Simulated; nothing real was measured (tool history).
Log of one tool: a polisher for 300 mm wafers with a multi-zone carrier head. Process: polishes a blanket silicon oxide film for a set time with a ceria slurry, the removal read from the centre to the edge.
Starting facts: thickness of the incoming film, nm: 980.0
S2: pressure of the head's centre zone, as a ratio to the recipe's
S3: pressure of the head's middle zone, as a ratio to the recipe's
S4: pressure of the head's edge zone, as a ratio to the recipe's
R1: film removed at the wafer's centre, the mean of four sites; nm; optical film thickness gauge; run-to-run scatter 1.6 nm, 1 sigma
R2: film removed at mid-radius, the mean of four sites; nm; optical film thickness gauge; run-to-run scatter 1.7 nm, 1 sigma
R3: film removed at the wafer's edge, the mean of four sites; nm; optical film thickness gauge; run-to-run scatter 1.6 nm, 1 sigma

run 1 day=0 | flow_of_slurry_(ml/min)=165 S2=1 S3=1 S4=1 polishing_time_(s)=63 | R1=213.72 R2=206.52 R3=216.62
run 2 day=0.042 | flow_of_slurry_(ml/min)=160 S2=0.98 S3=0.98 S4=0.97 polishing_time_(s)=61 | R1=202.93 R2=202.86 R3=203.43
run 3 day=0.267 | flow_of_slurry_(ml/min)=120 S2=0.98 S3=0.98 S4=0.97 polishing_time_(s)=61 | R1=189.11 R2=191.83 R3=195.04
run 4 day=0.358 | flow_of_slurry_(ml/min)=140 S2=0.98 S3=0.98 S4=0.97 polishing_time_(s)=61 | R1=195.88 R2=197.47 R3=202.01
run 5 day=0.442 | flow_of_slurry_(ml/min)=140 S2=0.98 S3=1.04 S4=0.97 polishing_time_(s)=61 | R1=199.18 R2=204.49 R3=200.51
run 6 day=0.496 | flow_of_slurry_(ml/min)=140 S2=0.91 S3=1.04 S4=0.97 polishing_time_(s)=61 | R1=181.38 R2=205.65 R3=202.98
run 7 day=0.767 | flow_of_slurry_(ml/min)=135 S2=0.92 S3=1 S4=0.96 polishing_time_(s)=59 | R1=178.16 R2=195.06 R3=190.68
run 8 day=1.125 | flow_of_slurry_(ml/min)=130 S2=0.93 S3=0.97 S4=0.97 polishing_time_(s)=58 | R1=173.3 R2=183.56 R3=189.17

What does the tool deliver on the next run?
run 9 day=1.446 | flow_of_slurry_(ml/min)=125 S2=0.94 S3=0.95 S4=0.96 polishing_time_(s)=57 | R1=? R2=? R3=?

Run 9 yielded R1 175.91 nm, R2 174.99 nm, R3 186.32 nm.
